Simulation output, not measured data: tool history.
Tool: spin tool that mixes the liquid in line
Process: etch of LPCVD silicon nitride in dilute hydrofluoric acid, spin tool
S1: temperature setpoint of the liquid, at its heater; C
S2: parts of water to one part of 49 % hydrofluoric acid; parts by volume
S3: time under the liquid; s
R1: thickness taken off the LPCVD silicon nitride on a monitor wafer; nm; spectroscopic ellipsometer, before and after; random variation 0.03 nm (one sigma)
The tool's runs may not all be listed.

run  hour    S1  S2   S3      R1
  1   0.0  25.0  65  305  2.0720
  2   3.0  25.0  50  305  2.6350
  3   8.5  23.0  50  305  2.2519
  4  14.2  23.0  30  305  3.7671
  5  20.4  21.5  35  305  2.8794
  6  27.1  19.5  35  305  2.4868
  7  35.1  19.0  40  305  2.2081
  8  40.2  18.5  45  305  1.8421
  9  45.0  18.0  45  305  1.8137
 10  47.3  17.5  45  305  1.7367

Run 11 comes next. What will it give?
 11  51.4  17.0  55  305   ?

{"run 11": {"R1": 1.3515}}
